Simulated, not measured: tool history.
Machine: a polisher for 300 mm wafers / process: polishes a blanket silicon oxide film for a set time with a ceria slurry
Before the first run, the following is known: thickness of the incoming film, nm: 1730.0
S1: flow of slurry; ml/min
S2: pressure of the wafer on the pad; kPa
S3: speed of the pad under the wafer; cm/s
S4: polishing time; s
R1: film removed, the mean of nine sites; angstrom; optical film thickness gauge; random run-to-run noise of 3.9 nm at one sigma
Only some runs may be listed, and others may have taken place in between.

{"run": 1, "hour": 0.0, "S1": 240, "S2": 17.9, "S3": 110, "S4": 47, "R1": 2305.5}
{"run": 2, "hour": 1.8, "S1": 260, "S2": 17.9, "S3": 110, "S4": 47, "R1": 2303.9}
{"run": 3, "hour": 6.5, "S1": 260, "S2": 17.9, "S3": 110, "S4": 41, "R1": 2000.1}
{"run": 4, "hour": 13.4, "S1": 315, "S2": 17.9, "S3": 110, "S4": 41, "R1": 2119.5}
{"run": 5, "hour": 16.6, "S1": 315, "S2": 14.5, "S3": 110, "S4": 41, "R1": 1755.3}
{"run": 6, "hour": 22.3, "S1": 365, "S2": 14.5, "S3": 110, "S4": 41, "R1": 1749.2}
{"run": 7, "hour": 24.0, "S1": 365, "S2": 17.9, "S3": 112, "S4": 41, "R1": 2100.5}
{"run": 8, "hour": 31.4, "S1": 365, "S2": 20.7, "S3": 114, "S4": 41, "R1": 2438.8}
{"run": 9, "hour": 32.0, "S1": 365, "S2": 22.8, "S3": 116, "S4": 41, "R1": 2549.2}
{"run": 10, "hour": 40.4, "S1": 365, "S2": 24.1, "S3": 122, "S4": 41, "R1": 2737.4}
{"run": 11, "hour": 43.0, "S1": 365, "S2": 24.8, "S3": 128, "S4": 41, "R1": 2962.1}
{"run": 12, "hour": 49.0, "S1": 365, "S2": 25.5, "S3": 132, "S4": 41, "R1": 3058.1}
{"run": 13, "hour": 51.7, "S1": 365, "S2": 25.5, "S3": 132, "S4": 41, "R1": 3079.0}

For run 14, what comes out?
{"run": 14, "hour": 59.8, "S1": 365, "S2": 26.2, "S3": 134, "S4": 41, "R1": "?"}

{"run 14": {"R1": 3169.9}}

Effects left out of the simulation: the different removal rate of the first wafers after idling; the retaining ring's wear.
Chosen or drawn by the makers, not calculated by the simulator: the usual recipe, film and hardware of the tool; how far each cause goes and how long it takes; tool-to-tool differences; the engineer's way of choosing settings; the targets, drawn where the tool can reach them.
